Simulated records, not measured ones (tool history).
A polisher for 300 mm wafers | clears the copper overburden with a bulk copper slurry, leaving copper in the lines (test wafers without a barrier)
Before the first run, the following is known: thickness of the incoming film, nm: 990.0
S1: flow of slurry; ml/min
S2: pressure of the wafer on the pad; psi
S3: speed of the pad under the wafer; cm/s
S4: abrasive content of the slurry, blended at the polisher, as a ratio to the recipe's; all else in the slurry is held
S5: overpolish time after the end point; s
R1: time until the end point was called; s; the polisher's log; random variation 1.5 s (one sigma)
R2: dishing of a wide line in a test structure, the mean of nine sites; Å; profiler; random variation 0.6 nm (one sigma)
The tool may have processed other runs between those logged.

run  hour   S1   S2   S3    S4  S5       R1      R2
  1   0.0  285  2.4  140  1.00  18   78.722  666.55
  2   4.8  290  2.2  148  1.00  16   82.187  640.52
  3  12.1  290  2.2  148  1.00  10   81.027  544.22
  4  13.1  230  2.2  148  1.00  10   81.101  539.11
  5  16.6  220  2.0  156  1.05   9   86.856  512.66
  6  17.4  210  1.9  166  1.10   8   83.970  492.30
  7  22.8  210  1.9  166  1.10   8   80.464  475.29
  8  29.4  205  1.8  168  1.10   8   85.695  468.25
  9  32.3  200  1.7  172  1.10   8   89.129  454.53
 10  35.4  195  1.6  176  1.10   8   93.999  453.29
 11  36.0  190  1.6  180  1.15   8   90.563  442.23
 12  42.6  185  1.6  182  1.15   8   86.355  446.75
 13  46.0  185  1.1  208  1.20   5  107.950  295.05
 14  47.3  185  1.2  206  1.20   5  100.260  301.01
 15  50.4  185  1.3  204  1.20   5   94.847  321.65
 16  53.5  185  1.3  204  1.20   5   94.541  317.86
 17  54.6  185  1.3  202  1.20   5   93.801  316.01

What will run 18 give?
 18  57.6  185  1.3  200  1.20   5   ?   ?

{"run 18": {"R1": 96.363, "R2": 319.13}}
